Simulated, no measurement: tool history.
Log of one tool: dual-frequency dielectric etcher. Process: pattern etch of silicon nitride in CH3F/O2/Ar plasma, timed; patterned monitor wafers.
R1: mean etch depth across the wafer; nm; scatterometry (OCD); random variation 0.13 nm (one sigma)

run 1 day=0.000 | source_power_(kW)=0.370 bias_power_(kW)=0.065 etch_time_(s)=55.0 | R1=35.621
run 2 day=0.362 | source_power_(kW)=0.370 bias_power_(kW)=0.057 etch_time_(s)=55.0 | R1=34.205
run 3 day=0.721 | source_power_(kW)=0.430 bias_power_(kW)=0.057 etch_time_(s)=55.0 | R1=36.727
run 4 day=0.854 | source_power_(kW)=0.420 bias_power_(kW)=0.056 etch_time_(s)=55.0 | R1=36.295
run 5 day=1.071 | source_power_(kW)=0.410 bias_power_(kW)=0.055 etch_time_(s)=55.0 | R1=35.412
run 6 day=1.138 | source_power_(kW)=0.400 bias_power_(kW)=0.054 etch_time_(s)=55.0 | R1=35.275
run 7 day=1.475 | source_power_(kW)=0.390 bias_power_(kW)=0.053 etch_time_(s)=55.0 | R1=34.392

Forecast run 8:
run 8 day=1.712 | source_power_(kW)=0.380 bias_power_(kW)=0.053 etch_time_(s)=55.0 | R1=?

{"run 8": {"R1": 34.074}}
